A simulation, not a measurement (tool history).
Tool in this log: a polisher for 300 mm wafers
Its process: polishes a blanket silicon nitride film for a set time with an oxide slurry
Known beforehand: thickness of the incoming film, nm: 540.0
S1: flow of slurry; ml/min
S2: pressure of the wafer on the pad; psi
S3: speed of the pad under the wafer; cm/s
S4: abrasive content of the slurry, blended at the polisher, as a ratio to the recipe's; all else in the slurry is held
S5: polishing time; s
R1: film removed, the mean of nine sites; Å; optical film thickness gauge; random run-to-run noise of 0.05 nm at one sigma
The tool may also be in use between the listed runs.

| run | day | S1 | S2 | S3 | S4 | S5 | R1 |
|---|---|---|---|---|---|---|---|
| 1 | 0.000 | 260 | 3.1 | 92 | 1.0 | 33 | 177.660 |
| 2 | 0.162 | 260 | 3.1 | 82 | 1.0 | 33 | 161.900 |
| 3 | 0.279 | 255 | 2.6 | 78 | 1.0 | 33 | 129.930 |
| 4 | 0.512 | 250 | 2.3 | 76 | 1.0 | 33 | 112.860 |
| 5 | 0.667 | 195 | 2.3 | 76 | 1.0 | 33 | 109.350 |
| 6 | 0.892 | 195 | 2.3 | 76 | 1.0 | 33 | 110.480 |
| 7 | 1.042 | 190 | 2.1 | 76 | 1.0 | 33 | 99.374 |
| 8 | 1.212 | 185 | 2.0 | 76 | 1.0 | 33 | 95.418 |

Run 9 has not been measured yet. What should we expect?
| 9 | 1.312 | 175 | 1.4 | 76 | 1.0 | 33 | ? |

R1: 67.384 Å
